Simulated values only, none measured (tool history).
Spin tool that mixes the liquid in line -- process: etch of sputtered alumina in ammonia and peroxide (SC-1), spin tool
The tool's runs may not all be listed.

run    day  temperature setpoint of the liquid (K)  parts of 29 % ammonia solution to one part of 30 % peroxide (parts by volume)  time under the liquid (s)  thickness taken off the sputtered alumina on a monitor wafer (nm)
  1      0                                  320.15                                                                            0.7                        270                                                             6.5032
  2  0.217                                  317.15                                                                            0.7                        270                                                             5.4901
  3  0.529                                  317.65                                                                            0.7                        270                                                             5.6546
  4  0.817                                  318.15                                                                            0.7                        270                                                              5.772
     1.112  -- heated supply line repaired
  5  1.112                                  321.65                                                                            0.7                        270                                                             8.5982
  6  1.412                                  320.65                                                                            0.7                        270                                                             8.1425
  7  1.612                                  314.15                                                                            0.7                        270                                                             5.6524

Run 8 has not been measured yet. What should we expect?
  8  1.679                                  315.65                                                                            0.7                        270                                                                  ?

thickness taken off the sputtered alumina on a monitor wafer (nm): 6.1462
